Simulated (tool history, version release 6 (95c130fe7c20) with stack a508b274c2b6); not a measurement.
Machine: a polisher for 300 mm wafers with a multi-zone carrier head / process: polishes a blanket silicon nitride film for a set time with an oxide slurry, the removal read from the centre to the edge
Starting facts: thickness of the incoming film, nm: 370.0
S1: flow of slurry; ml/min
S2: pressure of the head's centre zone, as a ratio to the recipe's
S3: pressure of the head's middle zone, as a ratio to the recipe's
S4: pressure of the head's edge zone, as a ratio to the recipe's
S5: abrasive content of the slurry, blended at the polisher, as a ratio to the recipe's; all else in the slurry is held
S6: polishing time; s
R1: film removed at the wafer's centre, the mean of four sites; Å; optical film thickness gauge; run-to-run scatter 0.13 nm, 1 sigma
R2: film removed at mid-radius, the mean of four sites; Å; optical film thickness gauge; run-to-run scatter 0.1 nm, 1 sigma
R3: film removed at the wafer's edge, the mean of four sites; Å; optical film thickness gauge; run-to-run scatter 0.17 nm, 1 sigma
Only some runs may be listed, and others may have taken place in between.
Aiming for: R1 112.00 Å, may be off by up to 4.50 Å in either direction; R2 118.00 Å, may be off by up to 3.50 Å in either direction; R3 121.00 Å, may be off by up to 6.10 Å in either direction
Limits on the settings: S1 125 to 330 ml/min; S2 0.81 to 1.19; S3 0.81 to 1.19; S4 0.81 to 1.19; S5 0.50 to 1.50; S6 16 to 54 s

{"run": 1, "hour": 0.0, "S1": 210, "S2": 1.0, "S3": 1.0, "S4": 1.0, "S5": 1.0, "S6": 35, "R1": 163.18, "R2": 181.14, "R3": 180.05}
{"run": 2, "hour": 5.9, "S1": 205, "S2": 0.99, "S3": 0.98, "S4": 0.97, "S5": 0.9, "S6": 34, "R1": 148.14, "R2": 163.83, "R3": 161.47}
{"run": 3, "hour": 9.6, "S1": 200, "S2": 0.98, "S3": 0.95, "S4": 0.95, "S5": 0.85, "S6": 34, "R1": 139.08, "R2": 154.39, "R3": 159.96}
{"run": 4, "hour": 11.3, "S1": 205, "S2": 0.99, "S3": 0.95, "S4": 0.94, "S5": 0.75, "S6": 33, "R1": 131.07, "R2": 141.54, "R3": 141.51}
{"run": 5, "hour": 14.6, "S1": 205, "S2": 0.99, "S3": 0.94, "S4": 0.93, "S5": 0.7, "S6": 33, "R1": 126.83, "R2": 138.64, "R3": 139.62}
{"run": 6, "hour": 16.5, "S1": 205, "S2": 0.99, "S3": 0.94, "S4": 0.93, "S5": 0.8, "S6": 33, "R1": 136.49, "R2": 144.36, "R3": 148.3}
{"run": 7, "hour": 19.6, "S1": 205, "S2": 0.99, "S3": 0.93, "S4": 0.92, "S5": 0.75, "S6": 33, "R1": 130.77, "R2": 139.99, "R3": 136.95}
{"run": 8, "hour": 22.8, "S1": 200, "S2": 0.98, "S3": 0.9, "S4": 0.91, "S5": 0.75, "S6": 33, "R1": 129.47, "R2": 136.22, "R3": 139.21}
{"run": 9, "hour": 30.6, "S1": 195, "S2": 0.97, "S3": 0.89, "S4": 0.89, "S5": 0.7, "S6": 33, "R1": 124.85, "R2": 129.24, "R3": 132.93}
{"run": 10, "hour": 39.4, "S1": 190, "S2": 0.96, "S3": 0.89, "S4": 0.88, "S5": 0.7, "S6": 33, "R1": 124.95, "R2": 129.17, "R3": 131.53}
{"run": 11, "hour": 40.0, "S1": 185, "S2": 0.94, "S3": 0.88, "S4": 0.87, "S5": 0.7, "S6": 33, "R1": 116.49, "R2": 127.65, "R3": 132.64}
{"run": 12, "hour": 42.2, "S1": 180, "S2": 0.94, "S3": 0.87, "S4": 0.86, "S5": 0.7, "S6": 33, "R1": 118.19, "R2": 128.08, "R3": 130.28}
{"run": 13, "hour": 45.0, "S1": 180, "S2": 0.94, "S3": 0.86, "S4": 0.85, "S5": 0.7, "S6": 33, "R1": 120.46, "R2": 122.19, "R3": 130.73}
{"run": 14, "hour": 45.6, "S1": 180, "S2": 0.94, "S3": 0.86, "S4": 0.84, "S5": 0.7, "S6": 33, "R1": 118.05, "R2": 125.15, "R3": 125.76}
{"run": 15, "hour": 49.1, "S1": 175, "S2": 0.94, "S3": 0.85, "S4": 0.83, "S5": 0.7, "S6": 33, "R1": 120.84, "R2": 120.99, "R3": 128.02}

Exercise: of the 4 proposed moves below, exactly one satisfies all targets within the stated allowed misses. Which move is it?
{"run": "A", "hour": 52.6, "S1": 160, "S2": 0.95, "S3": 0.88, "S4": 0.84, "S5": 0.7, "S6": 31, "R1": "?", "R2": "?", "R3": "?"}
{"run": "B", "hour": 52.6, "S1": 210, "S2": 0.98, "S3": 0.87, "S4": 0.81, "S5": 0.65, "S6": 34, "R1": "?", "R2": "?", "R3": "?"}
{"run": "C", "hour": 52.6, "S1": 185, "S2": 0.88, "S3": 0.81, "S4": 0.85, "S5": 0.6, "S6": 38, "R1": "?", "R2": "?", "R3": "?"}
{"run": "D", "hour": 52.6, "S1": 140, "S2": 0.85, "S3": 0.81, "S4": 0.84, "S5": 0.8, "S6": 32, "R1": "?", "R2": "?", "R3": "?"}

move=A R1=112.25 R2=119.28 R3=119.88
move=B R1=126.92 R2=128.95 R3=127.72
move=C R1=119.79 R2=128.37 R3=138.22
move=D R1=108.29 R2=120.76 R3=130.62
A: meets every target
B: misses by more than the last run did
C: misses by more than the last run did
D: gets the furthest-off result to its target, but another result is out of tolerance
So the answer is move A, the one that meets all the targets.
